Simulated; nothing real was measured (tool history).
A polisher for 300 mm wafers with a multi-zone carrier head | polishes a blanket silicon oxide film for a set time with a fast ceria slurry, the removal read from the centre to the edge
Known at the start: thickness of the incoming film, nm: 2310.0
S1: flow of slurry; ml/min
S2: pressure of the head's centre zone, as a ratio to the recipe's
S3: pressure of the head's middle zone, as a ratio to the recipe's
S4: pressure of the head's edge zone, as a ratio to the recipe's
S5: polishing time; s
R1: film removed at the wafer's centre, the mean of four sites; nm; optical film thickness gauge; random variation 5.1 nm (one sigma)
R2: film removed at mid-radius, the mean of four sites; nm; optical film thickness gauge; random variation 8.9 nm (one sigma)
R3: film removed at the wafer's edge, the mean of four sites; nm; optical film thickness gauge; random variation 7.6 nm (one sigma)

run  hour   S1    S2    S3    S4  S5      R1      R2      R3
  1   0.0  190  1.00  1.00  1.00  62  731.11  725.27  758.98
  2   0.8  185  0.99  1.00  0.98  61  721.57  689.37  731.45
  3   8.1  185  0.99  1.00  0.98  71  833.68  822.46  855.79
  4  11.9  180  0.98  1.01  0.96  69  797.65  800.54  805.44
  5  18.4  180  0.98  1.01  0.89  69  804.20  791.83  798.51
  6  25.8  175  0.97  1.02  0.88  67  765.61  794.07  764.83
  7  29.2  170  0.97  1.01  0.87  65  740.87  744.62  729.47
  8  35.8  150  0.91  1.01  0.81  57  593.58  639.31  607.79

Forecast run 9:
  9  44.8  155  0.91  1.01  0.81  57   ?   ?   ?

{"run 9": {"R1": 596.84, "R2": 657.55, "R3": 627.46}}

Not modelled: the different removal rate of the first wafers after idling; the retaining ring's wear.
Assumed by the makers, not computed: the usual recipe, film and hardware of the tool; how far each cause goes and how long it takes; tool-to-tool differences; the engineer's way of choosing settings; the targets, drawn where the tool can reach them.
